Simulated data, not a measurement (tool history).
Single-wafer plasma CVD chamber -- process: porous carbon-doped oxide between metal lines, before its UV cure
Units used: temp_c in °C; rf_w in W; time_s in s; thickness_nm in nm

| run | hour | temp_c | rf_w | time_s | thickness_nm |
|---|---|---|---|---|---|
| 1 | 0.0 | 320 | 575 | 16.9 | 100.330 |
| 2 | 7.0 | 324 | 545 | 16.9 | 93.917 |
| 3 | 15.9 | 329 | 545 | 16.9 | 91.583 |
| 4 | 17.3 | 323 | 545 | 16.9 | 94.539 |
| 5 | 22.3 | 323 | 490 | 16.9 | 86.743 |
| 6 | 26.2 | 326 | 480 | 16.9 | 84.286 |
| 7 | 34.3 | 338 | 445 | 16.9 | 73.962 |

The next listed run, before its measurement:
| 8 | 36.3 | 338 | 445 | 16.9 | ? |

thickness_nm: 73.899 nm

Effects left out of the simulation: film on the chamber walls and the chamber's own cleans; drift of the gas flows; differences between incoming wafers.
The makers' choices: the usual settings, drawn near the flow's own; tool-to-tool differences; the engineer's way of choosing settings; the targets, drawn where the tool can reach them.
